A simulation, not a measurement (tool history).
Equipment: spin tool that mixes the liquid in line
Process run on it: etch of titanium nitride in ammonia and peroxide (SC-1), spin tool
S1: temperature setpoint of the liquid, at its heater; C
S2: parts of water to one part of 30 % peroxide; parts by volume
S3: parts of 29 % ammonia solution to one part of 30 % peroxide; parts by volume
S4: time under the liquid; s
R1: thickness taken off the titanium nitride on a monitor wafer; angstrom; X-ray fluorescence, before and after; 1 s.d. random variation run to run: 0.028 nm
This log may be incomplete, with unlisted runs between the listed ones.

{"run": 1, "hour": 0.0, "S1": 48, "S2": 27.5, "S3": 0.55, "S4": 210, "R1": 64.171}
{"run": 2, "hour": 8.2, "S1": 48, "S2": 27.5, "S3": 0.55, "S4": 225, "R1": 68.305}
{"run": 3, "hour": 16.1, "S1": 46, "S2": 27.5, "S3": 0.55, "S4": 225, "R1": 59}
{"run": 4, "hour": 22.4, "S1": 52, "S2": 27.5, "S3": 0.55, "S4": 225, "R1": 90.403}
{"run": 5, "hour": 24.7, "S1": 52, "S2": 19, "S3": 0.55, "S4": 225, "R1": 111.33}
{"run": 6, "hour": 31.5, "S1": 52, "S2": 19, "S3": 0.55, "S4": 210, "R1": 103.9}
{"run": 7, "hour": 32.5, "S1": 48.5, "S2": 19, "S3": 0.55, "S4": 210, "R1": 82.558}
{"run": 8, "hour": 41.2, "S1": 46, "S2": 19, "S3": 0.55, "S4": 210, "R1": 68.737}
{"run": 9, "hour": 44.2, "S1": 44, "S2": 19, "S3": 0.55, "S4": 210, "R1": 59.836}

Predict the results of run 10:
{"run": 10, "hour": 50.5, "S1": 38, "S2": 19, "S3": 0.55, "S4": 210, "R1": "?"}

Run 10 measured R1 38.381 angstrom.
